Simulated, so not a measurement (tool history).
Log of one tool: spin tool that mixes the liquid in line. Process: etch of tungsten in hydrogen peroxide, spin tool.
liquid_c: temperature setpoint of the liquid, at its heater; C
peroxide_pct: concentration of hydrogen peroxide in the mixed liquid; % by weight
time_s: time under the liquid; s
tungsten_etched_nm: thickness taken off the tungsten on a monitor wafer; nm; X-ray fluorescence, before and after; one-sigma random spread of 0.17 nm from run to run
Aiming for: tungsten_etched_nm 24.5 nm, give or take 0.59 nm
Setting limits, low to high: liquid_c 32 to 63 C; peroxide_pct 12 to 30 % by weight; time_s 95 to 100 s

| run | hour | liquid_c | peroxide_pct | time_s | tungsten_etched_nm |
|---|---|---|---|---|---|
| 1 | 0 | 47 | 21 | 95 | 73.7 |
| 2 | 8.2 | 47 | 21 | 95 | 73.569 |
| 3 | 9.6 | 47 | 18 | 95 | 67.362 |
| 4 | 12.2 | 47 | 18 | 100 | 70.709 |
| 5 | 20.6 | 47 | 18 | 100 | 71.292 |
| 6 | 28.9 | 43 | 18 | 100 | 55.393 |
| 7 | 35.6 | 40 | 17 | 100 | 44.039 |
| 8 | 37.3 | 40 | 17 | 100 | 44.284 |
| 9 | 39.7 | 38 | 16.5 | 100 | 38.36 |
| 10 | 41.4 | 38 | 16.5 | 100 | 38.395 |
| 11 | 42.3 | 36.5 | 16 | 100 | 34.073 |
| 12 | 50.2 | 35.5 | 15.5 | 100 | 31.372 |

Below are 4 possible settings for the next run. Only one of them brings all results inside the allowed miss of their targets. Which is it?
| A | 58.1 | 34 | 12.5 | 100 | ? |
| B | 58.1 | 33 | 13 | 95 | ? |
| C | 58.1 | 33.5 | 12 | 95 | ? |
| D | 58.1 | 32.5 | 16 | 95 | ? |

| move | tungsten_etched_nm |
|---|---|
| A | 25.677 |
| B | 23.243 |
| C | 23.104 |
| D | 24.922 |
A: closes in on the targets versus the last run, not all within tolerance yet
B: moves the result that the last run missed by most past its target, out the other side
C: moves the result that the last run missed by most past its target, out the other side
D: hits every target within its allowed miss
Go with D: it meets all targets.
